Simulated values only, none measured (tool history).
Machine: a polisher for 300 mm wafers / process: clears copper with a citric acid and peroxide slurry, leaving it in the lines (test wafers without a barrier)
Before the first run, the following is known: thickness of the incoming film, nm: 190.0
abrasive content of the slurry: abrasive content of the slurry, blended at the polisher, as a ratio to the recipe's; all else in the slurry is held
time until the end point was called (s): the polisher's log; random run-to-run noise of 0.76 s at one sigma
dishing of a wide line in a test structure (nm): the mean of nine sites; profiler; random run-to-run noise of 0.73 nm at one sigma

run,hour,flow of slurry (ml/min),pressure of the wafer on the pad (kPa),speed of the pad under the wafer (m/s),abrasive content of the slurry,overpolish time after the end point (s),time until the end point was called (s),dishing of a wide line in a test structure (nm)
1,0,160,26.2,0.82,1,21,87.123,33.43
2,6.1,160,26.2,0.64,1,21,110.94,27.513
3,14.4,160,26.2,0.64,1,15,109.39,20.044
4,19.5,160,26.2,0.64,0.85,15,117.73,19.725
5,22.4,160,26.2,0.48,0.85,15,152.83,14.628
6,27.5,160,26.2,0.48,0.85,24,158.97,22.26
7,28.3,160,28.3,0.54,0.85,23,126.95,26.299
8,31.2,165,30.3,0.58,0.85,22,110.38,27.76
9,34,185,37.2,0.8,0.95,16,65.48,35.156
10,35.8,185,37.9,0.84,0.95,16,60.886,36.973
# hour 41.3: slurry blender recalibrated
11,41.3,185,38.6,0.86,0.95,16,53.297,41.945

Run 12 has not been measured yet. What should we expect?
12,43.7,195,40.7,0.94,0.95,13,?,?

{"run 12": {"time until the end point was called (s)": 45.785, "dishing of a wide line in a test structure (nm)": 39.622}}
